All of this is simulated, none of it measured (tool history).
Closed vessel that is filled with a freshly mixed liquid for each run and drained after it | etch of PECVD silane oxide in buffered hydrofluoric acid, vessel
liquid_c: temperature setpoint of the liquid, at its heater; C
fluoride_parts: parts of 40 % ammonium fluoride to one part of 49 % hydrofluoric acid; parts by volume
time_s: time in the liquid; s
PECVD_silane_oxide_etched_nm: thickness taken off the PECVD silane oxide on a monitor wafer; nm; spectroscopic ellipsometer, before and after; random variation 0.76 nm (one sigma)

| run | hour | liquid_c | fluoride_parts | time_s | PECVD_silane_oxide_etched_nm |
|---|---|---|---|---|---|
| 1 | 0.0 | 24.0 | 15.5 | 30 | 52.753 |
| 2 | 3.0 | 25.0 | 15.5 | 30 | 55.927 |
| 3 | 7.4 | 25.0 | 15.5 | 30 | 55.948 |
| 4 | 12.5 | 25.0 | 15.5 | 30 | 56.541 |
| 5 | 13.7 | 25.5 | 15.5 | 30 | 58.726 |
| 6 | 15.1 | 26.0 | 15.5 | 30 | 59.813 |
| 7 | 19.5 | 26.5 | 15.5 | 30 | 61.845 |
| 8 | 26.6 | 27.0 | 15.5 | 30 | 61.870 |
| 9 | 28.0 | 27.5 | 15.5 | 30 | 64.162 |
| 10 | 30.2 | 28.0 | 15.5 | 30 | 65.701 |
| 11 | 37.2 | 28.5 | 15.5 | 30 | 67.441 |

Run 12 comes next. What will it give?
| 12 | 40.6 | 29.0 | 15.5 | 30 | ? |

{"run 12": {"PECVD_silane_oxide_etched_nm": 68.915}}

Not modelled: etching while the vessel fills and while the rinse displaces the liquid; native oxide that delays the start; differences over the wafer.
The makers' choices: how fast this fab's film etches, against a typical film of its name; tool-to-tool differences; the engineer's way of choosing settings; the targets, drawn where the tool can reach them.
